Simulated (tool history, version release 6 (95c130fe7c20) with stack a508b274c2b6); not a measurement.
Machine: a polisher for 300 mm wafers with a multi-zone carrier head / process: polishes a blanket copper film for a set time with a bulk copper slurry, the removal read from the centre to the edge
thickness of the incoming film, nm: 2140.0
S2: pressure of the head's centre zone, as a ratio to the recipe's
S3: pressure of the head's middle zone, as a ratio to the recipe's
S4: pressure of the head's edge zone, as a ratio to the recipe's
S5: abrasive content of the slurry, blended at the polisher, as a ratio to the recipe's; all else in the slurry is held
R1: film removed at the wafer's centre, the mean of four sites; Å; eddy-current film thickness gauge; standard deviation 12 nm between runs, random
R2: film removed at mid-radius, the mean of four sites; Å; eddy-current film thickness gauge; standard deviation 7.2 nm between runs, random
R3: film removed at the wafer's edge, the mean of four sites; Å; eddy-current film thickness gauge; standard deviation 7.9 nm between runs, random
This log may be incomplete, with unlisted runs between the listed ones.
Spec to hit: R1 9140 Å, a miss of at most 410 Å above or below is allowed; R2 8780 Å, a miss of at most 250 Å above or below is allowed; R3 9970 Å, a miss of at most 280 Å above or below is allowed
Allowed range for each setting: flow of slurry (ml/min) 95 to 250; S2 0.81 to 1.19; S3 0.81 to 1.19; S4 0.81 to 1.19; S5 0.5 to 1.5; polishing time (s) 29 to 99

{"run": 1, "hour": 0.0, "flow of slurry (ml/min)": 160, "S2": 1, "S3": 1, "S4": 1, "S5": 1, "polishing time (s)": 64, "R1": 7988.4, "R2": 7760.9, "R3": 8006.5}
{"run": 2, "hour": 3.2, "flow of slurry (ml/min)": 160, "S2": 1, "S3": 0.97, "S4": 1, "S5": 1, "polishing time (s)": 64, "R1": 8115.3, "R2": 7643.9, "R3": 7953.9}
{"run": 3, "hour": 5.7, "flow of slurry (ml/min)": 170, "S2": 0.99, "S3": 0.97, "S4": 1.05, "S5": 1.1, "polishing time (s)": 64, "R1": 8229.5, "R2": 7679.1, "R3": 8208.7}
{"run": 4, "hour": 8.2, "flow of slurry (ml/min)": 170, "S2": 0.99, "S3": 1, "S4": 1.05, "S5": 1.1, "polishing time (s)": 64, "R1": 8178.6, "R2": 8025.3, "R3": 8318.5}
{"run": 5, "hour": 11.3, "flow of slurry (ml/min)": 170, "S2": 0.99, "S3": 0.92, "S4": 1.05, "S5": 1.1, "polishing time (s)": 64, "R1": 8211.1, "R2": 7409.4, "R3": 8323.8}
{"run": 6, "hour": 13.3, "flow of slurry (ml/min)": 190, "S2": 0.99, "S3": 0.92, "S4": 1.05, "S5": 1.1, "polishing time (s)": 64, "R1": 8157.1, "R2": 7481.2, "R3": 8342}
{"run": 7, "hour": 16.9, "flow of slurry (ml/min)": 190, "S2": 0.98, "S3": 0.93, "S4": 1.08, "S5": 1.2, "polishing time (s)": 65, "R1": 8244.7, "R2": 7819.5, "R3": 8826}
{"run": 8, "hour": 21.5, "flow of slurry (ml/min)": 195, "S2": 0.99, "S3": 0.94, "S4": 1.1, "S5": 1.3, "polishing time (s)": 65, "R1": 8680.1, "R2": 8101.7, "R3": 9089}
{"run": 9, "hour": 25.9, "flow of slurry (ml/min)": 200, "S2": 0.99, "S3": 0.95, "S4": 1.12, "S5": 1.35, "polishing time (s)": 65, "R1": 8841.4, "R2": 8160.8, "R3": 9303.9}
{"run": 10, "hour": 32.9, "flow of slurry (ml/min)": 205, "S2": 0.99, "S3": 0.96, "S4": 1.14, "S5": 1.4, "polishing time (s)": 65, "R1": 9024.4, "R2": 8386, "R3": 9288.1}
{"run": 11, "hour": 41.2, "flow of slurry (ml/min)": 210, "S2": 0.92, "S3": 0.93, "S4": 1.18, "S5": 1.5, "polishing time (s)": 69, "R1": 8909.8, "R2": 8851.9, "R3": 10378}
{"run": 12, "hour": 42.3, "flow of slurry (ml/min)": 210, "S2": 0.93, "S3": 0.93, "S4": 1.17, "S5": 1.5, "polishing time (s)": 69, "R1": 9199.6, "R2": 8882.9, "R3": 10302}

Next run, 4 choices. One meets every target within its allowed miss, the rest don't. Which?
{"run": "A", "hour": 43.4, "flow of slurry (ml/min)": 250, "S2": 1.05, "S3": 0.95, "S4": 1.12, "S5": 1.4, "polishing time (s)": 68, "R1": "?", "R2": "?", "R3": "?"}
{"run": "B", "hour": 43.4, "flow of slurry (ml/min)": 215, "S2": 0.95, "S3": 0.92, "S4": 1.19, "S5": 1.4, "polishing time (s)": 71, "R1": "?", "R2": "?", "R3": "?"}
{"run": "C", "hour": 43.4, "flow of slurry (ml/min)": 185, "S2": 0.91, "S3": 0.87, "S4": 1.19, "S5": 1.5, "polishing time (s)": 73, "R1": "?", "R2": "?", "R3": "?"}
{"run": "D", "hour": 43.4, "flow of slurry (ml/min)": 210, "S2": 0.93, "S3": 0.91, "S4": 1.08, "S5": 1.5, "polishing time (s)": 70, "R1": "?", "R2": "?", "R3": "?"}

move=A R1=10260 R2=8981.4 R3=9816.3
move=B R1=9514.9 R2=8991.2 R3=10424
move=C R1=9331.7 R2=8814 R3=10754
move=D R1=9294.8 R2=8897.8 R3=9959.9
A: the furthest-off result lands on target, but another misses its tolerance
B: its largest miss is bigger than the last run's
C: its largest miss is bigger than the last run's
D: every result within its allowed miss
So the answer is move D, the one that meets all the targets.
